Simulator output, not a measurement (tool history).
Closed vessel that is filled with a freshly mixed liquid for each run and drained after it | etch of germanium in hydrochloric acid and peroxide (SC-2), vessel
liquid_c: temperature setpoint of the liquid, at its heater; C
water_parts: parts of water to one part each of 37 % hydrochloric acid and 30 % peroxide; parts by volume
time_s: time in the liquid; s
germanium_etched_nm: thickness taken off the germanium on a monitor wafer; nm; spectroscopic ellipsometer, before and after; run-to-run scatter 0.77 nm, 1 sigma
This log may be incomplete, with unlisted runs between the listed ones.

{"run": 1, "hour": 0.0, "liquid_c": 56.0, "water_parts": 8.0, "time_s": 30, "germanium_etched_nm": 55.001}
{"run": 2, "hour": 6.8, "liquid_c": 56.0, "water_parts": 8.0, "time_s": 30, "germanium_etched_nm": 54.099}
{"run": 3, "hour": 9.6, "liquid_c": 56.0, "water_parts": 6.0, "time_s": 30, "germanium_etched_nm": 54.645}
{"run": 4, "hour": 11.7, "liquid_c": 56.0, "water_parts": 6.0, "time_s": 30, "germanium_etched_nm": 54.818}
{"run": 5, "hour": 16.5, "liquid_c": 56.0, "water_parts": 6.0, "time_s": 30, "germanium_etched_nm": 55.052}
{"run": 6, "hour": 22.0, "liquid_c": 56.0, "water_parts": 6.0, "time_s": 30, "germanium_etched_nm": 54.241}
{"run": 7, "hour": 26.5, "liquid_c": 60.0, "water_parts": 6.0, "time_s": 30, "germanium_etched_nm": 61.944}

For run 8, what comes out?
{"hour": 28.7, "done": "chemicals flow meter replaced"}
{"run": 8, "hour": 28.7, "liquid_c": 62.5, "water_parts": 6.0, "time_s": 30, "germanium_etched_nm": "?"}

germanium_etched_nm: 66.448 nm
